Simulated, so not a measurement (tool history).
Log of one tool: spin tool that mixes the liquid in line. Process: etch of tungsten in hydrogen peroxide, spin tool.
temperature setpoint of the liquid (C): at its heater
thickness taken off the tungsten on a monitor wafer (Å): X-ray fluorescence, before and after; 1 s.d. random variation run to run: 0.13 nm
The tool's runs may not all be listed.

run  hour  temperature setpoint of the liquid (C)  concentration of hydrogen peroxide in the mixed liquid (% by weight)  time under the liquid (s)  thickness taken off the tungsten on a monitor wafer (Å)
  1     0                                      55                                                                  22.5                         15                                                   592.94
  2     2                                      55                                                                  22.5                         15                                                   596.72
  3   2.6                                      53                                                                  22.5                         15                                                   529.77
  4   8.1                                      53                                                                  22.5                         15                                                   532.91
  5  14.6                                      46                                                                  22.5                         15                                                   343.68
  6  16.7                                      46                                                                  19.5                         15                                                   321.33
  7  22.1                                      47                                                                  19.5                         15                                                    340.9

Run 8 has not been measured yet. What should we expect?
  8  31.1                                    47.5                                                                  19.5                         15                                                        ?

For run 8 the tool returned thickness taken off the tungsten on a monitor wafer (Å) 351.18.

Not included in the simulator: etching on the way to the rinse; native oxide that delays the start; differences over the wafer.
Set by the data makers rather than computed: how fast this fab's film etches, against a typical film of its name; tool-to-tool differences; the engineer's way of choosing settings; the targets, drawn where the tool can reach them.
